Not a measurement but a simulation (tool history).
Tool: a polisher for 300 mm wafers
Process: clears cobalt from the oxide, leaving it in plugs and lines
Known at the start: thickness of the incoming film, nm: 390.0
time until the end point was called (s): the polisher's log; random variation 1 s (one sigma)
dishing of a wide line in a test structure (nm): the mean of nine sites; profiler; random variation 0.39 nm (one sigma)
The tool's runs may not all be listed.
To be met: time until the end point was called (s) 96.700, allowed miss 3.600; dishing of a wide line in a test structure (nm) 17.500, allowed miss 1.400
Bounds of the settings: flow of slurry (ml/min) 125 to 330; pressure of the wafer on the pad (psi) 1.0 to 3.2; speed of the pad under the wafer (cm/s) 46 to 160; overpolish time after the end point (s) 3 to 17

run  hour  flow of slurry (ml/min)  pressure of the wafer on the pad (psi)  speed of the pad under the wafer (cm/s)  overpolish time after the end point (s)  time until the end point was called (s)  dishing of a wide line in a test structure (nm)
  1   0.0                      210                                     2.1                                      102                                        9                                   75.295                                           27.182
  2   6.9                      210                                     2.1                                      102                                        6                                   77.462                                           21.568
  3  15.5                      210                                     2.1                                      102                                        4                                   76.886                                           15.825
  4  20.6                      210                                     2.1                                      102                                        5                                   74.403                                           18.100
  5  22.7                      170                                     2.1                                      102                                        5                                   76.628                                           17.639
  6  29.6                      170                                     2.1                                       90                                        5                                   87.557                                           16.720
  7  36.3                      170                                     2.0                                       90                                        6                                   93.769                                           18.217
  8  43.6                      170                                     2.0                                       90                                        6                                   91.457                                           18.464

4 next moves are on the table. One of them brings every result within its allowed miss. Which?
  A  50.9                      200                                     1.9                                       86                                        8                                        ?                                                ?
  B  50.9                      170                                     2.3                                       74                                        6                                        ?                                                ?
  C  50.9                      155                                     1.9                                       90                                        9                                        ?                                                ?
  D  50.9                      155                                     2.2                                       92                                        7                                        ?                                                ?

move  time until the end point was called (s)  dishing of a wide line in a test structure (nm)
   A                                  100.640                                           21.380
   B                                   98.150                                           17.712
   C                                   98.831                                           23.388
   D                                   83.943                                           22.056
A: takes the result that was furthest off past its target
B: meets every target
C: brings the result that was furthest off to its target, and leaves another outside
D: further off than the last run
Move B is the one to make.

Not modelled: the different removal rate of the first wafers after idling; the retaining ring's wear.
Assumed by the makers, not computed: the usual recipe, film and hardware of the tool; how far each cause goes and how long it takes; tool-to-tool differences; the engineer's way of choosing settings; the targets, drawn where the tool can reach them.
